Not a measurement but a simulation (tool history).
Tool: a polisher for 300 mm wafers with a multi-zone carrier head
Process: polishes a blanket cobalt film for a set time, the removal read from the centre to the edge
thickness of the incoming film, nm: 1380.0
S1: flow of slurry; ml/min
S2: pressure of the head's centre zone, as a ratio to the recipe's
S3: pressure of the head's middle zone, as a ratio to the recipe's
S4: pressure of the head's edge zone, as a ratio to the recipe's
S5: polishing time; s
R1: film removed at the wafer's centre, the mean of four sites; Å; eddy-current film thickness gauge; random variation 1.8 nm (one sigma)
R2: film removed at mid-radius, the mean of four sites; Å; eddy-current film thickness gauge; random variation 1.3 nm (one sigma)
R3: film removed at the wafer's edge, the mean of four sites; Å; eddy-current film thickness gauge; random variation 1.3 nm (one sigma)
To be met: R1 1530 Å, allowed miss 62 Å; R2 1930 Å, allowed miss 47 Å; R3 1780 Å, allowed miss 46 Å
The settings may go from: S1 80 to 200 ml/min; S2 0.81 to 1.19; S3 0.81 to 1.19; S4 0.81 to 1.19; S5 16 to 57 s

run 1 day=0 | S1=130 S2=1 S3=1 S4=1 S5=36 | R1=1391 R2=1422.3 R3=1415
run 2 day=0.371 | S1=130 S2=0.92 S3=1 S4=1 S5=36 | R1=1277.8 R2=1416.4 R3=1423.6
run 3 day=0.658 | S1=140 S2=0.92 S3=1.03 S4=1.03 S5=37 | R1=1353.7 R2=1534.3 R3=1505.6
run 4 day=0.954 | S1=150 S2=0.91 S3=1.05 S4=1.06 S5=37 | R1=1350.1 R2=1588.2 R3=1535.2
run 5 day=1.017 | S1=150 S2=0.86 S3=1.05 S4=1.06 S5=37 | R1=1290.3 R2=1574.1 R3=1528.7
run 6 day=1.062 | S1=155 S2=0.87 S3=1.07 S4=1.08 S5=38 | R1=1335.4 R2=1674.8 R3=1594.4
run 7 day=1.162 | S1=160 S2=0.88 S3=1.08 S4=1.1 S5=38 | R1=1334.9 R2=1691.6 R3=1610.6
run 8 day=1.354 | S1=165 S2=0.9 S3=1.09 S4=1.11 S5=38 | R1=1408 R2=1713.9 R3=1664.9
run 9 day=1.608 | S1=170 S2=0.9 S3=1.11 S4=1.11 S5=38 | R1=1430.1 R2=1743.9 R3=1627.1
run 10 day=1.662 | S1=185 S2=0.87 S3=1.14 S4=1.18 S5=41 | R1=1497 R2=1943.6 R3=1835.9
run 11 day=2.008 | S1=185 S2=0.88 S3=1.14 S4=1.17 S5=41 | R1=1494.8 R2=1966.8 R3=1835.2
run 12 day=2.379 | S1=185 S2=0.89 S3=1.14 S4=1.16 S5=41 | R1=1513.6 R2=1990.9 R3=1844.2
run 13 day=2.733 | S1=185 S2=0.89 S3=1.14 S4=1.16 S5=41 | R1=1503.4 R2=1958.1 R3=1840.9

Which of these 4 next moves meets every target?
run A day=3.088 | S1=185 S2=0.86 S3=1.11 S4=1.19 S5=43 | R1=? R2=? R3=?
run B day=3.088 | S1=180 S2=0.9 S3=1.1 S4=1.14 S5=43 | R1=? R2=? R3=?
run C day=3.088 | S1=195 S2=0.85 S3=1.08 S4=1.19 S5=42 | R1=? R2=? R3=?
run D day=3.088 | S1=170 S2=0.92 S3=1.16 S4=1.16 S5=40 | R1=? R2=? R3=?

move=A R1=1540.3 R2=2002.1 R3=1963.8
move=B R1=1604 R2=1977.5 R3=1914.4
move=C R1=1500.4 R2=1926.2 R3=1930.6
move=D R1=1509.3 R2=1906.5 R3=1782.6
A: further off than the last run
B: further off than the last run
C: further off than the last run
D: meets every target
Move D is the one to make.

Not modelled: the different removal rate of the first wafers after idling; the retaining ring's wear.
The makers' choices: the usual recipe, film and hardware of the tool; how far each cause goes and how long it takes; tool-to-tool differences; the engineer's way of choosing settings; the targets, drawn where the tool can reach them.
